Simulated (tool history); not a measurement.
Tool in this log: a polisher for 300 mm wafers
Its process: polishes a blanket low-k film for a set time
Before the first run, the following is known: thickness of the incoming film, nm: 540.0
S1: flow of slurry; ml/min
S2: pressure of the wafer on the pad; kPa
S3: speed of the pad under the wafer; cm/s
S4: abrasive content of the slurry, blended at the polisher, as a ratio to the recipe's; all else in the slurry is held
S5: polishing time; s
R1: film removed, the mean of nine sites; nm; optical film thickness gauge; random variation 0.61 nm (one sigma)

run,hour,S1,S2,S3,S4,S5,R1
1,0.0,165,9.7,90,1.00,128,26.575
2,7.3,165,9.7,68,1.00,128,21.332
3,13.9,165,9.7,68,0.85,128,20.761
4,15.4,165,9.7,68,0.70,128,19.404
5,22.4,165,8.3,68,0.70,128,16.762
6,23.8,150,8.3,68,0.70,128,16.847
# hour 32.0: slurry blender recalibrated
7,32.0,150,11.0,94,0.75,129,30.052
8,36.8,150,11.7,94,0.75,129,31.252

Predict the results of run 9:
9,45.6,160,14.5,104,0.75,129,?

{"run 9": {"R1": 41.313}}

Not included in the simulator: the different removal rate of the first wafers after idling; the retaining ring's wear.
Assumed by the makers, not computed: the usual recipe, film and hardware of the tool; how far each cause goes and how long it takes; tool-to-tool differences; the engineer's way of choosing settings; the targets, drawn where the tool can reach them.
